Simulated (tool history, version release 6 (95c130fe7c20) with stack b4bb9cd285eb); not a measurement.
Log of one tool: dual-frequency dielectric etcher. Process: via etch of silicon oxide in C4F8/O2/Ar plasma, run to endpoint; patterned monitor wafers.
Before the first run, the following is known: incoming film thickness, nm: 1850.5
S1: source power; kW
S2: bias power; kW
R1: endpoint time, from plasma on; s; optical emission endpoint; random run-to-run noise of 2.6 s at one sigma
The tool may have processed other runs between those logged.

run 1 hour=0.0 | S1=1.700 S2=2.199 | R1=390.73
run 2 hour=8.5 | S1=1.410 S2=2.199 | R1=425.30
run 3 hour=10.4 | S1=1.280 S2=2.199 | R1=442.82
run 4 hour=11.2 | S1=1.030 S2=2.199 | R1=483.33
run 5 hour=19.7 | S1=1.030 S2=2.529 | R1=479.53
run 6 hour=25.6 | S1=1.180 S2=2.551 | R1=440.25
run 7 hour=28.4 | S1=1.520 S2=2.663 | R1=391.15
-- hour=31.0 bias power generator calibrated
run 8 hour=31.0 | S1=1.570 S2=2.678 | R1=378.10

Predict the results of run 9:
run 9 hour=39.6 | S1=1.600 S2=2.686 | R1=?

Run 9 measured R1 381.56 s.
